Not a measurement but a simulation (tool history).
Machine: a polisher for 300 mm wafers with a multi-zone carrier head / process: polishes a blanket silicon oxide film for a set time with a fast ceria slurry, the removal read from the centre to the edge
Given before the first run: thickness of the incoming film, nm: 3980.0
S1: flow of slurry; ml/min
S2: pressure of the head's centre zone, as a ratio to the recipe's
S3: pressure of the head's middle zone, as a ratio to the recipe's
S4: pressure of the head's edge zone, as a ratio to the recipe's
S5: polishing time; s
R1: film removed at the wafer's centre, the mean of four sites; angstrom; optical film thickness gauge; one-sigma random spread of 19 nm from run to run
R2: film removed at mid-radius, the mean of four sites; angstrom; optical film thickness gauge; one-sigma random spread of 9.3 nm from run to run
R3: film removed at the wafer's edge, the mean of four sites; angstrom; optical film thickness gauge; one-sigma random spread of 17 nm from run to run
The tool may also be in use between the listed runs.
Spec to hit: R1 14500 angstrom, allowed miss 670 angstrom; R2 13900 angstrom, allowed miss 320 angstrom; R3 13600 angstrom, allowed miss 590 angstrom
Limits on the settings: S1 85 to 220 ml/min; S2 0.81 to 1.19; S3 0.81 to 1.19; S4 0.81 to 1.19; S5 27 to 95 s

Run 1, hour 0.0: S1 140 ml/min, S2 1.00, S3 1.00, S4 1.00, S5 61 s. Result: R1 10892 angstrom, R2 10494 angstrom, R3 10904 angstrom.
Run 2, hour 7.1: S1 150 ml/min, S2 1.02, S3 1.03, S4 1.03, S5 62 s. Result: R1 11577 angstrom, R2 11045 angstrom, R3 11055 angstrom.
Run 3, hour 13.4: S1 150 ml/min, S2 1.08, S3 1.03, S4 1.03, S5 62 s. Result: R1 12125 angstrom, R2 11004 angstrom, R3 11165 angstrom.
Run 4, hour 17.9: S1 155 ml/min, S2 1.07, S3 1.04, S4 1.05, S5 64 s. Result: R1 12740 angstrom, R2 11505 angstrom, R3 11516 angstrom.
Run 5, hour 18.5: S1 155 ml/min, S2 1.07, S3 1.11, S4 1.05, S5 64 s. Result: R1 12383 angstrom, R2 12163 angstrom, R3 11617 angstrom.
Run 6, hour 23.6: S1 155 ml/min, S2 1.11, S3 1.11, S4 1.05, S5 64 s. Result: R1 13155 angstrom, R2 12255 angstrom, R3 11650 angstrom.
Run 7, hour 32.5: S1 160 ml/min, S2 1.10, S3 1.11, S4 1.07, S5 65 s. Result: R1 13529 angstrom, R2 12443 angstrom, R3 11901 angstrom.
Run 8, hour 33.3: S1 160 ml/min, S2 1.08, S3 1.11, S4 1.09, S5 66 s. Result: R1 13041 angstrom, R2 12590 angstrom, R3 12259 angstrom.
Run 9, hour 37.5: S1 170 ml/min, S2 1.08, S3 1.11, S4 1.11, S5 67 s. Result: R1 13431 angstrom, R2 12933 angstrom, R3 12619 angstrom.
Run 10, hour 43.8: S1 175 ml/min, S2 1.08, S3 1.11, S4 1.12, S5 67 s. Result: R1 13282 angstrom, R2 12848 angstrom, R3 12412 angstrom.
Run 11, hour 48.1: S1 170 ml/min, S2 1.09, S3 1.12, S4 1.13, S5 68 s. Result: R1 13952 angstrom, R2 13091 angstrom, R3 12945 angstrom.
Run 12, hour 52.1: S1 175 ml/min, S2 1.09, S3 1.13, S4 1.14, S5 68 s. Result: R1 14036 angstrom, R2 13436 angstrom, R3 12994 angstrom.
Run 13, hour 58.7: S1 175 ml/min, S2 1.09, S3 1.13, S4 1.15, S5 68 s. Result: R1 13786 angstrom, R2 13409 angstrom, R3 13088 angstrom.

Pick the move, out of 5, that brings all results within their allowed miss; only one does.
Run A, hour 65.3: S1 170 ml/min, S2 1.09, S3 1.12, S4 1.15, S5 71 s. Result: R1 ?, R2 ?, R3 ?.
Run B, hour 65.3: S1 205 ml/min, S2 1.09, S3 1.19, S4 1.06, S5 65 s. Result: R1 ?, R2 ?, R3 ?.
Run C, hour 65.3: S1 215 ml/min, S2 1.19, S3 1.11, S4 1.07, S5 63 s. Result: R1 ?, R2 ?, R3 ?.
Run D, hour 65.3: S1 155 ml/min, S2 1.05, S3 1.06, S4 1.19, S5 72 s. Result: R1 ?, R2 ?, R3 ?.
Run E, hour 65.3: S1 220 ml/min, S2 1.14, S3 1.19, S4 1.09, S5 66 s. Result: R1 ?, R2 ?, R3 ?.

move     R1     R2     R3
   A  14348  13843  13297
   B  13576  13713  12033
   C  14472  12628  11775
   D  13752  13208  13521
   E  14577  14055  12440
A: each result inside its tolerance
B: brings the last run's worst result on target, with another outside its allowed miss
C: lands further from the targets than the last run did
D: lands further from the targets than the last run did
E: brings the last run's worst result on target, with another outside its allowed miss
Move A is the one to make.
